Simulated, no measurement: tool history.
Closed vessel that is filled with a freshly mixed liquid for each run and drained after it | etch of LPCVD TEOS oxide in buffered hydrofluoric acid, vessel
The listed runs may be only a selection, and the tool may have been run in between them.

run	hour	temperature setpoint of the liquid (K)	parts of 40 % ammonium fluoride to one part of 49 % hydrofluoric acid (parts by volume)	time in the liquid (s)	thickness taken off the LPCVD TEOS oxide on a monitor wafer (angstrom)
1	0	297.15	16	95	2480.6
2	7.7	297.15	16	95	2481.7
3	10.9	297.15	19.5	95	2057.3
4	17.4	298.65	19	95	2305.9
5	26.6	300.15	19	95	2475.7
6	30.9	301.15	18.5	95	2701.3

Run 7 has not been measured yet. What should we expect?
7	38.7	301.65	18	95	?

Logged for run 7: thickness taken off the LPCVD TEOS oxide on a monitor wafer (angstrom) 2826.4.
